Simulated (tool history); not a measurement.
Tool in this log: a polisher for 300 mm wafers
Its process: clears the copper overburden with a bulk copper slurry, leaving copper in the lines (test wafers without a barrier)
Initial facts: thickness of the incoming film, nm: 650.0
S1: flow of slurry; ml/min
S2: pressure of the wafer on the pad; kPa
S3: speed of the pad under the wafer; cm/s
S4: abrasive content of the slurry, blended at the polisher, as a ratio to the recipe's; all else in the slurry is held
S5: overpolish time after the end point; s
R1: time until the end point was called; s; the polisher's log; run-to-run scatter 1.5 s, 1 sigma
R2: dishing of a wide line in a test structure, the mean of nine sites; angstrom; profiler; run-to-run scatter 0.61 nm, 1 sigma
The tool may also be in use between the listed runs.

run 1 hour=0 | S1=175 S2=17.2 S3=110 S4=1 S5=16 | R1=65.373 R2=629.71
run 2 hour=2.6 | S1=175 S2=15.9 S3=110 S4=1 S5=15 | R1=68.734 R2=558.37
run 3 hour=3.8 | S1=175 S2=14.5 S3=108 S4=1 S5=15 | R1=79.582 R2=526.56
run 4 hour=6.3 | S1=175 S2=14.5 S3=108 S4=1 S5=18 | R1=79.21 R2=577.87
run 5 hour=11.6 | S1=175 S2=14.5 S3=122 S4=1 S5=18 | R1=69.621 R2=628.45
run 6 hour=13.1 | S1=175 S2=14.5 S3=122 S4=0.85 S5=18 | R1=72.702 R2=609.1
run 7 hour=18.1 | S1=175 S2=14.5 S3=122 S4=0.85 S5=18 | R1=70.366 R2=597.53

Estimate the outcome of run 8 from the log above:
run 8 hour=26.7 | S1=175 S2=13.1 S3=122 S4=0.85 S5=17 | R1=? R2=?

Run 8 yielded R1 77.264 s, R2 554.78 angstrom.
